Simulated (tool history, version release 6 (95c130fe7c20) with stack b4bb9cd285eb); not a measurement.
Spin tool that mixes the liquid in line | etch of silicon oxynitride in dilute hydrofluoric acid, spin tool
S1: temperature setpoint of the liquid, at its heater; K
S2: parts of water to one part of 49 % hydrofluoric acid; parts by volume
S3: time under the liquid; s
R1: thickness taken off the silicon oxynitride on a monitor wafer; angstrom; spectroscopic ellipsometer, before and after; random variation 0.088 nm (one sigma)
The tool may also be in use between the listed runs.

run 1 day=0.000 | S1=295.15 S2=170 S3=270 | R1=25.638
run 2 day=0.112 | S1=295.65 S2=170 S3=270 | R1=26.881
run 3 day=0.258 | S1=296.15 S2=170 S3=270 | R1=26.564
run 4 day=0.421 | S1=296.15 S2=170 S3=290 | R1=28.954
run 5 day=0.679 | S1=296.15 S2=170 S3=290 | R1=28.503
run 6 day=0.867 | S1=296.15 S2=165 S3=290 | R1=29.648

The next listed run, before its measurement:
run 7 day=1.225 | S1=296.15 S2=160 S3=290 | R1=?

Run 7 gave R1 30.338 angstrom.
